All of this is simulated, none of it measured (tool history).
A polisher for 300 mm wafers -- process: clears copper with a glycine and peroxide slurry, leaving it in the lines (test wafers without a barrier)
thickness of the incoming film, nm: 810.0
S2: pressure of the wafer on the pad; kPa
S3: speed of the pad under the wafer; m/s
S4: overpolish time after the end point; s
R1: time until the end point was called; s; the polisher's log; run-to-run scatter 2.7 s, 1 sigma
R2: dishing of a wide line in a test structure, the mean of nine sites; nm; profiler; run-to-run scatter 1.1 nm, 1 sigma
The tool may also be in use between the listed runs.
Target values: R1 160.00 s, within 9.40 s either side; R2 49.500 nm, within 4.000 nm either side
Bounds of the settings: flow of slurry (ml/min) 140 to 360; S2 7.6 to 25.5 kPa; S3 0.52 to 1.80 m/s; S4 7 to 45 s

{"run": 1, "hour": 0.0, "flow of slurry (ml/min)": 230, "S2": 16.5, "S3": 1.16, "S4": 23, "R1": 159.1, "R2": 67.59}
{"run": 2, "hour": 8.8, "flow of slurry (ml/min)": 230, "S2": 16.5, "S3": 0.98, "S4": 23, "R1": 178.51, "R2": 62.614}
{"run": 3, "hour": 13.7, "flow of slurry (ml/min)": 230, "S2": 16.5, "S3": 0.98, "S4": 21, "R1": 170.46, "R2": 59.756}
{"run": 4, "hour": 21.8, "flow of slurry (ml/min)": 230, "S2": 14.5, "S3": 0.98, "S4": 21, "R1": 190.49, "R2": 55.568}
{"run": 5, "hour": 26.8, "flow of slurry (ml/min)": 270, "S2": 14.5, "S3": 0.98, "S4": 21, "R1": 189.44, "R2": 57.599}
{"run": 6, "hour": 32.7, "flow of slurry (ml/min)": 270, "S2": 15.2, "S3": 0.98, "S4": 20, "R1": 181.52, "R2": 54.753}
{"run": 7, "hour": 34.2, "flow of slurry (ml/min)": 270, "S2": 15.9, "S3": 0.98, "S4": 19, "R1": 177.86, "R2": 53.403}
{"run": 8, "hour": 35.3, "flow of slurry (ml/min)": 270, "S2": 16.5, "S3": 0.98, "S4": 18, "R1": 172.72, "R2": 53.779}
{"run": 9, "hour": 36.4, "flow of slurry (ml/min)": 270, "S2": 16.5, "S3": 0.98, "S4": 17, "R1": 174.62, "R2": 49.344}

Exercise: of the 5 proposed moves below, exactly one satisfies all targets within the stated allowed misses. Which move is it?
{"run": "A", "hour": 37.5, "flow of slurry (ml/min)": 210, "S2": 24.1, "S3": 0.84, "S4": 15, "R1": "?", "R2": "?"}
{"run": "B", "hour": 37.5, "flow of slurry (ml/min)": 245, "S2": 15.9, "S3": 0.96, "S4": 20, "R1": "?", "R2": "?"}
{"run": "C", "hour": 37.5, "flow of slurry (ml/min)": 270, "S2": 15.2, "S3": 0.94, "S4": 23, "R1": "?", "R2": "?"}
{"run": "D", "hour": 37.5, "flow of slurry (ml/min)": 265, "S2": 21.4, "S3": 1.08, "S4": 16, "R1": "?", "R2": "?"}
{"run": "E", "hour": 37.5, "flow of slurry (ml/min)": 280, "S2": 15.2, "S3": 0.86, "S4": 18, "R1": "?", "R2": "?"}

move=A R1=158.82 R2=48.399
move=B R1=181.74 R2=54.059
move=C R1=186.79 R2=59.110
move=D R1=138.96 R2=56.584
move=E R1=197.51 R2=46.283
A: each result inside its tolerance
B: further off than the last run
C: further off than the last run
D: pushes the last run's worst result past its target
E: further off than the last run
Correct choice: A, which meets every target
